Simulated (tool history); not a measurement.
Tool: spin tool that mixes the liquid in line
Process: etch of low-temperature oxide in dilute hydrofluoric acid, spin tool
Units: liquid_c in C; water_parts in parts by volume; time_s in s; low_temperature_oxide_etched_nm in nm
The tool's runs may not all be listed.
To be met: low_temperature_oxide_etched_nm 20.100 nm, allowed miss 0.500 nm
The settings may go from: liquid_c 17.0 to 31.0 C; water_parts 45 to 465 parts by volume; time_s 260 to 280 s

run	hour	liquid_c	water_parts	time_s	low_temperature_oxide_etched_nm
1	0.0	23.0	255	260	31.659
2	0.9	22.0	265	260	29.067
3	6.5	22.0	205	260	39.598
4	7.6	22.0	165	260	51.759
5	16.5	21.0	195	260	40.521
6	25.6	20.0	215	260	34.823
7	31.9	19.5	230	260	31.541
8	37.4	19.0	245	260	28.712
9	42.7	18.5	255	260	26.777
10	51.4	18.0	265	260	25.083
11	57.6	18.0	275	260	23.856

5 next moves are on the table. One of them brings every result within its allowed miss. Which?
A	63.8	18.0	295	260	?
B	63.8	19.5	310	260	?
C	63.8	17.0	305	260	?
D	63.8	19.5	315	260	?
E	63.8	17.5	325	260	?

move	low_temperature_oxide_etched_nm
A	21.895
B	21.741
C	20.223
D	21.303
E	19.020
A: nearer than the last run, and not there yet
B: nearer than the last run, and not there yet
C: meets every target
D: nearer than the last run, and not there yet
E: takes the result that was furthest off past its target
Answer: C

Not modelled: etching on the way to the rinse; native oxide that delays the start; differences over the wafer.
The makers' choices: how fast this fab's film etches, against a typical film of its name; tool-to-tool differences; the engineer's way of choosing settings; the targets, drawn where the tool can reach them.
